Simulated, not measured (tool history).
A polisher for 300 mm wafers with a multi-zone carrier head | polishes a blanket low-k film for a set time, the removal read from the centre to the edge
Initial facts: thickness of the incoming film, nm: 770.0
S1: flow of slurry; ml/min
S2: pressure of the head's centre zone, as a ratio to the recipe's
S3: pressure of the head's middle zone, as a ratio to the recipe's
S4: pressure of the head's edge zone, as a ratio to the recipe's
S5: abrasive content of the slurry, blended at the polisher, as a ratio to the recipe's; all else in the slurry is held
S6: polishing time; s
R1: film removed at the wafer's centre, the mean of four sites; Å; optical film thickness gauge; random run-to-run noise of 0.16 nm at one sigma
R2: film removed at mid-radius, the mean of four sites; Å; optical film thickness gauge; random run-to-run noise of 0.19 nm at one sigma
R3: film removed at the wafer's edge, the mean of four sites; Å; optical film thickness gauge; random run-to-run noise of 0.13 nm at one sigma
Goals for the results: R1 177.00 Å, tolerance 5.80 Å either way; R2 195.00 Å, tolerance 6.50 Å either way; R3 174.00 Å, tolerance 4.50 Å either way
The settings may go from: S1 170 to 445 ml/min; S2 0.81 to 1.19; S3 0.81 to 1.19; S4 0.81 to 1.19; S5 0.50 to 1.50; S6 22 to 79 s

| run | hour | S1 | S2 | S3 | S4 | S5 | S6 | R1 | R2 | R3 |
|---|---|---|---|---|---|---|---|---|---|---|
| 1 | 0.0 | 285 | 1.00 | 1.00 | 1.00 | 1.00 | 50 | 133.03 | 137.67 | 134.59 |
| 2 | 4.4 | 285 | 1.00 | 1.00 | 1.00 | 1.00 | 42 | 111.02 | 115.21 | 111.99 |
| 3 | 9.9 | 295 | 1.02 | 1.03 | 1.03 | 1.10 | 43 | 117.52 | 125.32 | 121.09 |
| 4 | 18.3 | 295 | 1.02 | 1.03 | 1.03 | 1.10 | 50 | 140.07 | 144.05 | 140.78 |
| 5 | 27.2 | 300 | 1.03 | 1.06 | 1.03 | 1.20 | 50 | 144.40 | 152.88 | 143.52 |
| 6 | 30.4 | 300 | 1.03 | 1.06 | 1.03 | 1.05 | 50 | 139.66 | 147.10 | 137.85 |
| 7 | 36.9 | 305 | 1.04 | 1.08 | 1.05 | 1.15 | 50 | 141.44 | 153.24 | 144.69 |
| 8 | 40.6 | 310 | 1.06 | 1.10 | 1.06 | 1.20 | 50 | 152.02 | 158.01 | 144.60 |
| 9 | 44.8 | 315 | 1.06 | 1.12 | 1.08 | 1.25 | 50 | 153.86 | 162.34 | 148.93 |
| 10 | 47.1 | 320 | 1.06 | 1.13 | 1.09 | 1.30 | 50 | 152.33 | 164.39 | 152.42 |
| 11 | 47.9 | 325 | 1.06 | 1.14 | 1.09 | 1.35 | 51 | 157.07 | 175.43 | 155.49 |
| 12 | 49.0 | 325 | 1.07 | 1.15 | 1.10 | 1.40 | 51 | 162.88 | 174.62 | 157.31 |
| 13 | 51.1 | 325 | 1.07 | 1.15 | 1.10 | 1.40 | 51 | 160.53 | 179.33 | 159.45 |
| 14 | 54.4 | 325 | 1.08 | 1.16 | 1.11 | 1.40 | 51 | 163.51 | 178.23 | 160.81 |

Which one of the following 5 next-run settings gets every result inside its allowed miss? There is exactly one.
| A | 57.7 | 205 | 0.92 | 1.02 | 1.19 | 1.30 | 58 | ? | ? | ? |
| B | 57.7 | 300 | 1.11 | 1.14 | 1.11 | 1.50 | 44 | ? | ? | ? |
| C | 57.7 | 320 | 1.08 | 1.15 | 1.05 | 1.30 | 49 | ? | ? | ? |
| D | 57.7 | 360 | 1.03 | 1.11 | 1.03 | 1.25 | 59 | ? | ? | ? |
| E | 57.7 | 265 | 1.00 | 1.18 | 1.17 | 1.50 | 53 | ? | ? | ? |

| move | R1 | R2 | R3 |
|---|---|---|---|
| A | 144.61 | 166.93 | 177.42 |
| B | 146.06 | 152.29 | 140.11 |
| C | 153.19 | 165.34 | 146.54 |
| D | 175.96 | 193.13 | 174.41 |
| E | 155.97 | 186.44 | 171.47 |
A: corrects the largest miss of the last run, while another result sits out of spec
B: misses by more than the last run did
C: misses by more than the last run did
D: all results in spec
E: corrects the largest miss of the last run, while another result sits out of spec
D is the move that brings every result within its allowed miss.
